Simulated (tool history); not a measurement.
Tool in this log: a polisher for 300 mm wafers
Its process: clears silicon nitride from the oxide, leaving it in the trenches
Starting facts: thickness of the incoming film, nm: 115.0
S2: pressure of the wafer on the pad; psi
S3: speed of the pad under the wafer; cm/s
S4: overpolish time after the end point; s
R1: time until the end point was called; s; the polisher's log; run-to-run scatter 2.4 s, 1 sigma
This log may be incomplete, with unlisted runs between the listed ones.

{"run": 1, "hour": 0.0, "flow of slurry (ml/min)": 130, "S2": 2.2, "S3": 106, "S4": 13, "R1": 160.02}
{"run": 2, "hour": 3.3, "flow of slurry (ml/min)": 130, "S2": 2.2, "S3": 82, "S4": 13, "R1": 206.39}
{"run": 3, "hour": 6.4, "flow of slurry (ml/min)": 130, "S2": 2.2, "S3": 102, "S4": 13, "R1": 167.95}
{"run": 4, "hour": 14.3, "flow of slurry (ml/min)": 130, "S2": 2.1, "S3": 102, "S4": 13, "R1": 174.88}
{"run": 5, "hour": 15.0, "flow of slurry (ml/min)": 130, "S2": 2.1, "S3": 102, "S4": 14, "R1": 170.22}
{"run": 6, "hour": 23.3, "flow of slurry (ml/min)": 130, "S2": 2.0, "S3": 102, "S4": 14, "R1": 181.74}
{"run": 7, "hour": 31.6, "flow of slurry (ml/min)": 130, "S2": 1.9, "S3": 102, "S4": 14, "R1": 184.81}

Predict the results of run 8:
{"run": 8, "hour": 32.2, "flow of slurry (ml/min)": 130, "S2": 1.8, "S3": 102, "S4": 14, "R1": "?"}

{"run 8": {"R1": 193.87}}
